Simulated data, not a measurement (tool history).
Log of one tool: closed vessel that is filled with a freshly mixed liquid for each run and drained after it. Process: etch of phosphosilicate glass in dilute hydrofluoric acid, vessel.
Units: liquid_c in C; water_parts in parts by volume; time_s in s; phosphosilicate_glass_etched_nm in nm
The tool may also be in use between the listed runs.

run,hour,liquid_c,water_parts,time_s,phosphosilicate_glass_etched_nm
1,0,25,210,100,42.888
2,6.6,25,280,100,29.157
3,12.3,28.5,280,100,33.514
4,19.4,27.5,280,100,32.344
5,21.1,27.5,280,100,31.951
6,25,26.5,280,100,31.525
7,31.2,22.5,295,100,25.008

Forecast run 8:
8,33.3,21.5,295,100,?

{"run 8": {"phosphosilicate_glass_etched_nm": 24.397}}

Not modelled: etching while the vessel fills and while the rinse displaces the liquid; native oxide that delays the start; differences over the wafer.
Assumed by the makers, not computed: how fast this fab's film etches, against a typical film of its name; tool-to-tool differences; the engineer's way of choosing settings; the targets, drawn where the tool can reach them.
